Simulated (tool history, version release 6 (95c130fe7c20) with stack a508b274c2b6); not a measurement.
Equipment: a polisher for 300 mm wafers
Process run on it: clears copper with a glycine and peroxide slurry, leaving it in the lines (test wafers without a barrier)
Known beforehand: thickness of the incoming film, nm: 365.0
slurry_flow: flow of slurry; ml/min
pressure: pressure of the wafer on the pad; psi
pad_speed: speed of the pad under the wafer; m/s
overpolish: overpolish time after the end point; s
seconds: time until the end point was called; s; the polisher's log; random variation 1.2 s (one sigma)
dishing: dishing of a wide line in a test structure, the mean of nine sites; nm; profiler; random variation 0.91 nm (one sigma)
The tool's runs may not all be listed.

run  hour  slurry_flow  pressure  pad_speed  overpolish  seconds  dishing
  1   0.0          175       2.2       1.02          21   85.898   51.894
  2   8.4          175       2.2       1.02          22   87.610   52.818
  3  14.5          175       2.2       1.02          16   85.720   41.606
  4  18.8          175       2.2       0.90          16   95.459   39.167
  5  22.8          175       2.2       0.90          22   92.926   51.128
  6  27.2          175       1.8       0.90          22  108.380   44.434
  7  27.9          175       1.9       0.90          23  105.560   47.363
  8  35.5          175       1.9       0.90          24  103.140   48.750
  9  36.7          175       1.9       0.90          25  105.000   49.787
 10  37.3          175       1.9       0.90          26  105.900   51.570

Predict the results of run 11:
 11  43.3          175       2.1       0.90          28        ?        ?

seconds: 96.256 s
dishing: 57.869 nm
